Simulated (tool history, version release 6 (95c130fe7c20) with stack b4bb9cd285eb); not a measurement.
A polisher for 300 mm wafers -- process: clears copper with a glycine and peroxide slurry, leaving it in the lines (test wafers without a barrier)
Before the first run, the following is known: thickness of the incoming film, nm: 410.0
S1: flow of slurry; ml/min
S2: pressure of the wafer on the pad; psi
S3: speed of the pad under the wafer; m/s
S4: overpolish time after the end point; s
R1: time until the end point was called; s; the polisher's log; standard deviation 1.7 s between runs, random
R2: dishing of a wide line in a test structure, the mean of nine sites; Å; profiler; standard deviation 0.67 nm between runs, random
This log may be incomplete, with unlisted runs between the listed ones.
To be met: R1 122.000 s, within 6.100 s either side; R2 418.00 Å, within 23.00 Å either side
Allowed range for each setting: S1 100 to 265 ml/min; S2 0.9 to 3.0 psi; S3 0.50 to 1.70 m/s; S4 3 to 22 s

run 1 hour=0.0 | S1=170 S2=1.9 S3=1.10 S4=11 | R1=126.090 R2=288.10
run 2 hour=7.1 | S1=170 S2=1.9 S3=1.10 S4=12 | R1=126.410 R2=301.09
run 3 hour=9.3 | S1=170 S2=1.9 S3=1.10 S4=13 | R1=120.290 R2=317.33
run 4 hour=16.9 | S1=170 S2=2.3 S3=1.10 S4=13 | R1=107.420 R2=359.54
run 5 hour=20.2 | S1=195 S2=2.3 S3=1.10 S4=13 | R1=104.780 R2=368.24
run 6 hour=24.7 | S1=195 S2=2.2 S3=1.10 S4=14 | R1=108.770 R2=380.15
-- hour=29.5 worn pad replaced by a new one
run 7 hour=29.5 | S1=195 S2=2.1 S3=1.10 S4=15 | R1=97.614 R2=414.74
run 8 hour=36.5 | S1=180 S2=2.1 S3=1.06 S4=16 | R1=101.700 R2=438.45
run 9 hour=44.7 | S1=175 S2=2.0 S3=1.04 S4=16 | R1=110.620 R2=418.99
run 10 hour=45.4 | S1=170 S2=2.0 S3=1.04 S4=16 | R1=112.260 R2=403.44
run 11 hour=50.1 | S1=165 S2=2.0 S3=1.04 S4=16 | R1=109.850 R2=400.92

4 candidate next runs follow, results not yet known. Just one meets every target within its allowed miss. Identify it.
run A hour=54.8 | S1=110 S2=2.2 S3=0.92 S4=18 | R1=? R2=?
run B hour=54.8 | S1=185 S2=1.6 S3=0.90 S4=20 | R1=? R2=?
run C hour=54.8 | S1=205 S2=1.8 S3=0.82 S4=16 | R1=? R2=?
run D hour=54.8 | S1=145 S2=1.7 S3=0.94 S4=17 | R1=? R2=?

move=A R1=120.240 R2=426.53
move=B R1=142.000 R2=408.88
move=C R1=136.420 R2=359.21
move=D R1=137.070 R2=372.04
A: hits every target within its allowed miss
B: carries the result that was furthest off beyond its target, to the other side
C: carries the result that was furthest off beyond its target, to the other side
D: carries the result that was furthest off beyond its target, to the other side
The right move is A.
